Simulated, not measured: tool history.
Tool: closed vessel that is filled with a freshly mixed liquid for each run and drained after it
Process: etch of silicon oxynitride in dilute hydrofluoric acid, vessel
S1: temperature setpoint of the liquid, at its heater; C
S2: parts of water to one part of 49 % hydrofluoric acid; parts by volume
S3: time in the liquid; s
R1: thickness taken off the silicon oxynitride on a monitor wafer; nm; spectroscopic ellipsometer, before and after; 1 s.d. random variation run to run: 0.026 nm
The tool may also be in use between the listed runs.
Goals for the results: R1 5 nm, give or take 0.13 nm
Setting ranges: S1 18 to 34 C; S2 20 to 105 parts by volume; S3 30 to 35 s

| run | hour | S1 | S2 | S3 | R1 |
|---|---|---|---|---|---|
| 1 | 0 | 26 | 55 | 35 | 2.3632 |
| 2 | 4.1 | 24.5 | 55 | 35 | 2.1922 |
| 3 | 7.1 | 24.5 | 55 | 35 | 2.218 |
| 4 | 11.9 | 24.5 | 55 | 30 | 1.898 |
| 5 | 15.8 | 24.5 | 55 | 35 | 2.1863 |
| 6 | 16.4 | 26.5 | 50 | 35 | 2.685 |
| 7 | 20.5 | 28 | 50 | 35 | 2.8622 |
| 8 | 26.7 | 28 | 50 | 35 | 2.8729 |
| 9 | 30.7 | 29.5 | 45 | 35 | 3.4876 |

Which one of the following 4 next-run settings gets every result inside its allowed miss? There is exactly one.
| A | 34.7 | 32.5 | 30 | 35 | ? |
| B | 34.7 | 30.5 | 35 | 35 | ? |
| C | 34.7 | 32 | 35 | 35 | ? |
| D | 34.7 | 24.5 | 20 | 35 | ? |

| move | R1 |
|---|---|
| A | 6.0125 |
| B | 4.6709 |
| C | 5.01 |
| D | 6.1796 |
A: moves the result that the last run missed by most past its target, out the other side
B: an improvement on the last run, though not all results are within tolerance
C: all results in spec
D: moves the result that the last run missed by most past its target, out the other side
Correct choice: C, which meets every target
